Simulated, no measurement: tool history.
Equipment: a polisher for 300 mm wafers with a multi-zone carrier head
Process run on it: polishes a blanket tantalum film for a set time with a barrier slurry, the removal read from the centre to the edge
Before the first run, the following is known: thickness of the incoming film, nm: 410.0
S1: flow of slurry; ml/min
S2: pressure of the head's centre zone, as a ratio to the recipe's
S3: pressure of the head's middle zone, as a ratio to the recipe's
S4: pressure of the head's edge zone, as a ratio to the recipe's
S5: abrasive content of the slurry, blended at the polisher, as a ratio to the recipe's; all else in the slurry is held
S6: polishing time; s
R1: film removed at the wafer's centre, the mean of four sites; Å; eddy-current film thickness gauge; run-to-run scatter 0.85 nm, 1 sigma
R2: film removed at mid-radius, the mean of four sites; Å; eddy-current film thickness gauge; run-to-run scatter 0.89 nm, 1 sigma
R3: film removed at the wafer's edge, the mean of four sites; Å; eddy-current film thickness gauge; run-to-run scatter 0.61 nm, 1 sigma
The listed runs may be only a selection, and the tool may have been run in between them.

| run | day | S1 | S2 | S3 | S4 | S5 | S6 | R1 | R2 | R3 |
|---|---|---|---|---|---|---|---|---|---|---|
| 1 | 0.000 | 295 | 1.00 | 1.00 | 1.00 | 1.00 | 56 | 855.04 | 843.86 | 829.13 |
| 2 | 0.304 | 290 | 0.99 | 0.96 | 0.97 | 0.95 | 56 | 843.19 | 774.09 | 796.46 |
| 3 | 0.650 | 285 | 0.97 | 0.95 | 0.95 | 0.90 | 56 | 795.70 | 755.82 | 777.63 |
| 4 | 0.933 | 285 | 0.97 | 0.95 | 0.99 | 0.90 | 56 | 797.19 | 737.82 | 791.05 |
| 5 | 1.229 | 285 | 0.97 | 1.03 | 0.99 | 0.90 | 56 | 806.43 | 803.16 | 784.44 |
| 6 | 1.462 | 285 | 0.97 | 1.03 | 0.92 | 0.90 | 56 | 804.42 | 818.58 | 763.59 |
| 7 | 1.779 | 275 | 0.96 | 1.00 | 0.91 | 0.85 | 56 | 770.26 | 767.13 | 749.05 |
| 8 | 2.125 | 265 | 0.96 | 0.98 | 0.90 | 0.85 | 56 | 768.06 | 746.35 | 746.82 |

Estimate the outcome of run 9 from the log above:
| 9 | 2.188 | 265 | 0.96 | 0.98 | 0.90 | 0.85 | 56 | ? | ? | ? |

Run 9 gave R1 786.69 Å, R2 763.51 Å, R3 738.00 Å.

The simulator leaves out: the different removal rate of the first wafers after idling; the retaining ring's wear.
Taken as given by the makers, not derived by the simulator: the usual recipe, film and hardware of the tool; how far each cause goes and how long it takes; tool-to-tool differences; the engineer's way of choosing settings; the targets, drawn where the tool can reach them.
